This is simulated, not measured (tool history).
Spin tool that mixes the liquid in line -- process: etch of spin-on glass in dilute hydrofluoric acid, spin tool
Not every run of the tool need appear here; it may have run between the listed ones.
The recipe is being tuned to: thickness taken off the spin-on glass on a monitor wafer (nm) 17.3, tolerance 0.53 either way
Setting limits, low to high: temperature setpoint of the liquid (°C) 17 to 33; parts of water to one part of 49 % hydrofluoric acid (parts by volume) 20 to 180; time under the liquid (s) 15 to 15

run	hour	temperature setpoint of the liquid (°C)	parts of water to one part of 49 % hydrofluoric acid (parts by volume)	time under the liquid (s)	thickness taken off the spin-on glass on a monitor wafer (nm)
1	0	25	100	15	5.748
2	6.1	23.5	100	15	5.3505
3	14.4	24.5	90	15	6.292
4	18.7	24.5	125	15	4.312
5	24.1	27.5	125	15	4.855
6	30.8	28	110	15	5.733
7	32.7	28.5	100	15	6.5724
8	41.1	29	90	15	7.5118
9	48	29.5	80	15	8.5971
10	51.4	30	75	15	9.3975
11	59	30.5	70	15	10.426
12	64.7	31	65	15	11.545
13	65.3	31.5	60	15	12.759
14	69.8	31.5	55	15	14.087
15	77	32.5	50	15	16.314
# hour 83.8: thermometer replaced
16	83.8	33	50	15	15.576

Exercise: of the 5 proposed moves below, exactly one satisfies all targets within the stated allowed misses. Which move is it?
A	90.6	32.5	45	15	?
B	90.6	27.5	35	15	?
C	90.6	30.5	45	15	?
D	90.6	32	55	15	?
E	90.6	32.5	55	15	?

move	thickness taken off the spin-on glass on a monitor wafer (nm)
A	17.069
B	18.284
C	15.789
D	13.478
E	13.739
A: hits every target within its allowed miss
B: takes the result that was furthest off past its target
C: closer than the last run, but not yet in spec
D: its largest miss is bigger than the last run's
E: its largest miss is bigger than the last run's
So the answer is move A, the one that meets all the targets.
